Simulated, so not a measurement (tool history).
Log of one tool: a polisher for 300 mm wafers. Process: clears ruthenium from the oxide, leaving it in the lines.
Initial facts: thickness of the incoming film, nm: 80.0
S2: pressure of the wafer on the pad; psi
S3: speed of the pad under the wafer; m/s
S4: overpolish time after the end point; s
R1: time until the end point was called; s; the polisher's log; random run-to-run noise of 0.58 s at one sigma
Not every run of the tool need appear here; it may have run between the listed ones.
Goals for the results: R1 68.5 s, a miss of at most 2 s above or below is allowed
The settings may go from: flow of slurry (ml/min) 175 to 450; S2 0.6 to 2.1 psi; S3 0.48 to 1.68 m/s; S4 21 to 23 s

{"run": 1, "hour": 0.0, "flow of slurry (ml/min)": 290, "S2": 1.3, "S3": 1.08, "S4": 21, "R1": 94.4}
{"run": 2, "hour": 1.4, "flow of slurry (ml/min)": 290, "S2": 1, "S3": 1.08, "S4": 21, "R1": 117.92}
{"run": 3, "hour": 6.3, "flow of slurry (ml/min)": 290, "S2": 1, "S3": 1.08, "S4": 23, "R1": 119.25}
{"run": 4, "hour": 14.6, "flow of slurry (ml/min)": 290, "S2": 1, "S3": 1.08, "S4": 23, "R1": 117.44}
{"run": 5, "hour": 20.0, "flow of slurry (ml/min)": 290, "S2": 1.3, "S3": 1.08, "S4": 23, "R1": 92.751}
{"run": 6, "hour": 21.0, "flow of slurry (ml/min)": 290, "S2": 1.3, "S3": 1.08, "S4": 23, "R1": 94.549}
{"run": 7, "hour": 29.3, "flow of slurry (ml/min)": 290, "S2": 1.4, "S3": 1.08, "S4": 23, "R1": 88.744}
{"run": 8, "hour": 31.0, "flow of slurry (ml/min)": 290, "S2": 1.5, "S3": 1.08, "S4": 23, "R1": 82.191}
{"run": 9, "hour": 32.2, "flow of slurry (ml/min)": 290, "S2": 1.6, "S3": 1.08, "S4": 23, "R1": 78.196}
{"run": 10, "hour": 38.4, "flow of slurry (ml/min)": 295, "S2": 1.7, "S3": 1.08, "S4": 23, "R1": 72.953}

Exactly one of the 4 candidate moves below puts every result within its allowed miss. Which one?
{"run": "A", "hour": 44.6, "flow of slurry (ml/min)": 285, "S2": 2, "S3": 1, "S4": 23, "R1": "?"}
{"run": "B", "hour": 44.6, "flow of slurry (ml/min)": 335, "S2": 1.8, "S3": 1, "S4": 21, "R1": "?"}
{"run": "C", "hour": 44.6, "flow of slurry (ml/min)": 315, "S2": 1.8, "S3": 1.16, "S4": 23, "R1": "?"}
{"run": "D", "hour": 44.6, "flow of slurry (ml/min)": 275, "S2": 1.8, "S3": 1.18, "S4": 23, "R1": "?"}

move=A R1=69.212
move=B R1=75.154
move=C R1=65.439
move=D R1=65.246
A: every result within its allowed miss
B: lands further from the targets than the last run did
C: pushes the last run's worst result past its target
D: pushes the last run's worst result past its target
Correct choice: A, which meets every target
